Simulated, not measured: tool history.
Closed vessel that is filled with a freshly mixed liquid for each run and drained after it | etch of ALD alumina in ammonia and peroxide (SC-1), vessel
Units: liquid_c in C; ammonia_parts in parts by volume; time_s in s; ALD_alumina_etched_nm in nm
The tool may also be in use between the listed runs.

{"run": 1, "hour": 0.0, "liquid_c": 62, "ammonia_parts": 0.45, "time_s": 30, "ALD_alumina_etched_nm": 3.3539}
{"run": 2, "hour": 7.2, "liquid_c": 60.5, "ammonia_parts": 0.45, "time_s": 30, "ALD_alumina_etched_nm": 3.0492}
{"run": 3, "hour": 13.8, "liquid_c": 59.5, "ammonia_parts": 0.45, "time_s": 30, "ALD_alumina_etched_nm": 2.8848}
{"run": 4, "hour": 15.0, "liquid_c": 59.5, "ammonia_parts": 0.5, "time_s": 30, "ALD_alumina_etched_nm": 2.9575}
{"run": 5, "hour": 20.4, "liquid_c": 58.5, "ammonia_parts": 0.5, "time_s": 30, "ALD_alumina_etched_nm": 2.8233}
{"run": 6, "hour": 24.2, "liquid_c": 57.5, "ammonia_parts": 0.5, "time_s": 30, "ALD_alumina_etched_nm": 2.6683}

The next listed run, before its measurement:
{"run": 7, "hour": 27.7, "liquid_c": 57, "ammonia_parts": 0.5, "time_s": 30, "ALD_alumina_etched_nm": "?"}

Run 7 gave ALD_alumina_etched_nm 2.6307 nm.

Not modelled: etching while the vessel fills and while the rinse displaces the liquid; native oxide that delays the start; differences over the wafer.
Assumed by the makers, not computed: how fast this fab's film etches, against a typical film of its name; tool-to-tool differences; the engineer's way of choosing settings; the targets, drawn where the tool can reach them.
